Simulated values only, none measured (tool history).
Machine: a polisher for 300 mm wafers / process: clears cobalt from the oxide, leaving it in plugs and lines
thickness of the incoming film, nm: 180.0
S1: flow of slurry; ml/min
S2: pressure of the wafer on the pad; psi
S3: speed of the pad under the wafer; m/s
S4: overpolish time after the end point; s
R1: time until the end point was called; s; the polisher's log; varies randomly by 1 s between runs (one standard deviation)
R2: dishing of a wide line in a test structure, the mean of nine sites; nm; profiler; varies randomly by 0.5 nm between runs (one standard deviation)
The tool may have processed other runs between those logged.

Run 1, day 0.000: S1 205 ml/min, S2 1.9 psi, S3 1.26 m/s, S4 16 s. Result: R1 29.798 s, R2 46.864 nm.
Run 2, day 0.338: S1 205 ml/min, S2 1.9 psi, S3 1.26 m/s, S4 13 s. Result: R1 28.123 s, R2 42.660 nm.
Run 3, day 0.400: S1 205 ml/min, S2 1.9 psi, S3 1.26 m/s, S4 20 s. Result: R1 28.447 s, R2 50.137 nm.
Run 4, day 0.650: S1 205 ml/min, S2 1.8 psi, S3 1.22 m/s, S4 18 s. Result: R1 30.678 s, R2 47.153 nm.
Run 5, day 0.792: S1 205 ml/min, S2 1.8 psi, S3 1.22 m/s, S4 15 s. Result: R1 32.252 s, R2 45.201 nm.
Run 6, day 0.938: S1 195 ml/min, S2 1.8 psi, S3 1.14 m/s, S4 14 s. Result: R1 33.743 s, R2 41.534 nm.
Run 7, day 1.138: S1 185 ml/min, S2 1.8 psi, S3 1.10 m/s, S4 13 s. Result: R1 33.999 s, R2 40.901 nm.

What will run 8 give?
Run 8, day 1.471: S1 185 ml/min, S2 1.8 psi, S3 1.10 m/s, S4 13 s. Result: R1 ?, R2 ?.

R1: 34.153 s
R2: 39.336 nm

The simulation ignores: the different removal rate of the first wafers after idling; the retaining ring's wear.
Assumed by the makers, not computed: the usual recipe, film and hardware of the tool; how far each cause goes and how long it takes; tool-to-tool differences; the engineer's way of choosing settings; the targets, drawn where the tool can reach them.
